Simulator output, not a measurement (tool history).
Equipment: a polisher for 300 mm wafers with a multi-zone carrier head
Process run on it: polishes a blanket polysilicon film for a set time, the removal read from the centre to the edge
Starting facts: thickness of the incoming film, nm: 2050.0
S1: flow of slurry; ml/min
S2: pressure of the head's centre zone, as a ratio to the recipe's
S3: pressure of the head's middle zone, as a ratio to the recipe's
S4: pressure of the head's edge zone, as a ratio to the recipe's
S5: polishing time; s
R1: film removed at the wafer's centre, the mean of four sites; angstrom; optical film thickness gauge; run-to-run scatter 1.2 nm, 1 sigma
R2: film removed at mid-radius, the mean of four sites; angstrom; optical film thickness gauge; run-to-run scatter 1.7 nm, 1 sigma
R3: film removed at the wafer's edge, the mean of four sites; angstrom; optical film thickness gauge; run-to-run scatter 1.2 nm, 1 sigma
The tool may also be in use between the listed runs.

{"run": 1, "hour": 0.0, "S1": 160, "S2": 1.0, "S3": 1.0, "S4": 1.0, "S5": 45, "R1": 2399.7, "R2": 2507.4, "R3": 2509.9}
{"run": 2, "hour": 2.8, "S1": 145, "S2": 1.0, "S3": 1.0, "S4": 1.0, "S5": 45, "R1": 2349.5, "R2": 2407.2, "R3": 2488.0}
{"run": 3, "hour": 10.6, "S1": 135, "S2": 1.0, "S3": 0.97, "S4": 0.99, "S5": 42, "R1": 2183.7, "R2": 2195.4, "R3": 2271.1}
{"run": 4, "hour": 18.6, "S1": 135, "S2": 1.0, "S3": 0.97, "S4": 0.94, "S5": 42, "R1": 2215.2, "R2": 2165.2, "R3": 2225.2}
{"run": 5, "hour": 20.4, "S1": 105, "S2": 1.0, "S3": 0.97, "S4": 0.94, "S5": 42, "R1": 2053.6, "R2": 2080.9, "R3": 2170.1}
{"run": 6, "hour": 22.2, "S1": 105, "S2": 1.08, "S3": 0.97, "S4": 0.94, "S5": 42, "R1": 2246.9, "R2": 2031.0, "R3": 2161.2}
{"run": 7, "hour": 24.2, "S1": 105, "S2": 1.07, "S3": 0.94, "S4": 0.97, "S5": 39, "R1": 2041.2, "R2": 1860.0, "R3": 2033.1}

Run 8 comes next. What will it give?
{"run": 8, "hour": 29.1, "S1": 105, "S2": 1.07, "S3": 0.92, "S4": 0.99, "S5": 37, "R1": "?", "R2": "?", "R3": "?"}

R1: 1948.8 angstrom
R2: 1755.1 angstrom
R3: 1929.2 angstrom
